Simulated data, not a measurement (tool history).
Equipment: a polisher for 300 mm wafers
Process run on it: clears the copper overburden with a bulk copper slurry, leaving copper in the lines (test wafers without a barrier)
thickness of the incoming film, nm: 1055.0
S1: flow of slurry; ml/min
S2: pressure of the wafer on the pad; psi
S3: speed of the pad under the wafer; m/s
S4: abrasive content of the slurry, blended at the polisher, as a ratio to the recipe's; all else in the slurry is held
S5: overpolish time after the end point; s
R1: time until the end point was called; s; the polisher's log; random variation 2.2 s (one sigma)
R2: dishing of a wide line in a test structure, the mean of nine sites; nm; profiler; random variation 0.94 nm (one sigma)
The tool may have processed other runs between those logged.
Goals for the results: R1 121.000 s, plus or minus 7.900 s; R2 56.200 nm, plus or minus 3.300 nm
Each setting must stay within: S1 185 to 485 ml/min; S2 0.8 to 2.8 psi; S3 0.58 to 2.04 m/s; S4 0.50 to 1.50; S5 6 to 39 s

| run | day | S1 | S2 | S3 | S4 | S5 | R1 | R2 |
|---|---|---|---|---|---|---|---|---|
| 1 | 0.000 | 310 | 1.8 | 1.30 | 1.00 | 20 | 135.110 | 67.666 |
| 2 | 0.092 | 240 | 1.8 | 1.30 | 1.00 | 20 | 141.400 | 67.575 |
| 3 | 0.308 | 240 | 2.1 | 1.30 | 1.00 | 20 | 119.340 | 74.398 |
| 4 | 0.529 | 240 | 2.1 | 1.30 | 1.00 | 19 | 119.820 | 72.670 |
| 5 | 0.642 | 240 | 2.1 | 1.30 | 1.00 | 18 | 117.090 | 70.632 |
| 6 | 0.962 | 240 | 2.1 | 1.30 | 1.00 | 17 | 115.130 | 69.886 |
| 7 | 1.192 | 240 | 2.1 | 1.30 | 1.00 | 16 | 121.150 | 67.724 |
|  | 1.558 | worn pad replaced by a new one |
| 8 | 1.558 | 240 | 2.1 | 1.30 | 1.00 | 15 | 110.900 | 68.939 |
| 9 | 1.667 | 240 | 2.1 | 1.30 | 1.00 | 14 | 105.810 | 66.184 |

Which of these 5 next moves meets every target?
| A | 1.775 | 245 | 1.7 | 1.16 | 1.00 | 23 | ? | ? |
| B | 1.775 | 185 | 2.3 | 1.08 | 0.85 | 23 | ? | ? |
| C | 1.775 | 185 | 2.6 | 1.20 | 1.00 | 22 | ? | ? |
| D | 1.775 | 255 | 2.2 | 1.40 | 1.10 | 18 | ? | ? |
| E | 1.775 | 255 | 2.2 | 1.12 | 0.80 | 12 | ? | ? |

| move | R1 | R2 |
|---|---|---|
| A | 144.690 | 70.034 |
| B | 121.480 | 81.704 |
| C | 95.173 | 91.386 |
| D | 94.561 | 80.980 |
| E | 122.600 | 56.295 |
A: moves away from the targets compared with the last run
B: moves away from the targets compared with the last run
C: moves away from the targets compared with the last run
D: moves away from the targets compared with the last run
E: all results land within tolerance of their targets
Answer: E
